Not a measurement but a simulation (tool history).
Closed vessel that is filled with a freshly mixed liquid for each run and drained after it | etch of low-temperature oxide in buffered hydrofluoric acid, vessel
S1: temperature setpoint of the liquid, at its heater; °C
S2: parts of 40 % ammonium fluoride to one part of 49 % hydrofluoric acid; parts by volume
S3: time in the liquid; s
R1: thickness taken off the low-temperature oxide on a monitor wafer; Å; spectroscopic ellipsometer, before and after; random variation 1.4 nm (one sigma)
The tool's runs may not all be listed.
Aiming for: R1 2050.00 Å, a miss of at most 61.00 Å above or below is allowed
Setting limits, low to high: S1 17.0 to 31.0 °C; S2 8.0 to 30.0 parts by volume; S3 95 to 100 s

run,hour,S1,S2,S3,R1
1,0.0,23.0,21.5,95,965.52
2,2.4,23.0,23.5,95,911.45
3,9.5,24.5,23.5,95,989.13
4,14.8,24.5,23.5,100,1034.00
5,19.1,27.5,23.5,100,1233.00
6,20.2,28.5,21.5,100,1373.70
7,27.4,28.5,21.5,100,1355.70
8,35.2,29.0,19.0,100,1570.30
9,36.3,29.0,19.0,100,1568.70
10,41.2,29.5,18.0,100,1695.30
11,45.8,30.0,17.5,100,1779.80
12,49.1,30.0,17.0,100,1861.80
13,52.1,30.5,16.5,100,1949.40

Which one of the following 5 next-run settings gets every result inside its allowed miss? There is exactly one.
A,55.1,30.5,16.0,95,?
B,55.1,29.5,13.0,95,?
C,55.1,31.0,15.0,100,?
D,55.1,31.0,14.5,95,?
E,55.1,27.0,13.0,100,?

move,R1
A,1920.50
B,2232.00
C,2211.60
D,2172.10
E,2053.80
A: further off than the last run
B: takes the result that was furthest off past its target
C: takes the result that was furthest off past its target
D: takes the result that was furthest off past its target
E: every result lands within tolerance
Go with E: it meets all targets.

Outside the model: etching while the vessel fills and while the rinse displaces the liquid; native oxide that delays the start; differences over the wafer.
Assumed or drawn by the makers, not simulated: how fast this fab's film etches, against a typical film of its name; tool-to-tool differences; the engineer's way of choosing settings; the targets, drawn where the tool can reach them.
